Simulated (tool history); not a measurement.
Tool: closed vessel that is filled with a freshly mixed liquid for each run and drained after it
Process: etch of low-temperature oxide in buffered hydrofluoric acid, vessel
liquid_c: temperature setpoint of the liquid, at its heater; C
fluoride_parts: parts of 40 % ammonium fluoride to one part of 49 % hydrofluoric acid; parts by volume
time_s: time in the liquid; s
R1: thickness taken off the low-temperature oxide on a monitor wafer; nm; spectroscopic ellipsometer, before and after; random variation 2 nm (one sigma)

Run 1, hour 0.0: liquid_c 24.0 C, fluoride_parts 19.5 parts by volume, time_s 100 s. Result: R1 305.13 nm.
Run 2, hour 1.0: liquid_c 24.0 C, fluoride_parts 15.5 parts by volume, time_s 100 s. Result: R1 385.78 nm.
Run 3, hour 3.6: liquid_c 23.5 C, fluoride_parts 15.5 parts by volume, time_s 100 s. Result: R1 371.25 nm.
Run 4, hour 8.8: liquid_c 22.5 C, fluoride_parts 15.5 parts by volume, time_s 100 s. Result: R1 354.48 nm.
At hour 12.4: thermometer replaced.
Run 5, hour 12.4: liquid_c 22.0 C, fluoride_parts 15.5 parts by volume, time_s 100 s. Result: R1 305.46 nm.
Run 6, hour 21.0: liquid_c 22.0 C, fluoride_parts 10.5 parts by volume, time_s 100 s. Result: R1 445.67 nm.
Run 7, hour 26.1: liquid_c 21.5 C, fluoride_parts 10.5 parts by volume, time_s 100 s. Result: R1 428.71 nm.
Run 8, hour 26.6: liquid_c 21.0 C, fluoride_parts 10.5 parts by volume, time_s 100 s. Result: R1 425.05 nm.
Run 9, hour 34.9: liquid_c 20.5 C, fluoride_parts 10.5 parts by volume, time_s 100 s. Result: R1 413.63 nm.
Run 10, hour 39.9: liquid_c 20.0 C, fluoride_parts 10.5 parts by volume, time_s 100 s. Result: R1 399.57 nm.
Run 11, hour 45.4: liquid_c 19.5 C, fluoride_parts 10.5 parts by volume, time_s 100 s. Result: R1 390.36 nm.
Run 12, hour 51.0: liquid_c 19.0 C, fluoride_parts 10.5 parts by volume, time_s 100 s. Result: R1 377.46 nm.
Run 13, hour 53.5: liquid_c 18.5 C, fluoride_parts 10.5 parts by volume, time_s 100 s. Result: R1 361.57 nm.

Forecast run 14:
Run 14, hour 56.7: liquid_c 18.0 C, fluoride_parts 10.5 parts by volume, time_s 100 s. Result: R1 ?.

{"run 14": {"R1": 357.1}}
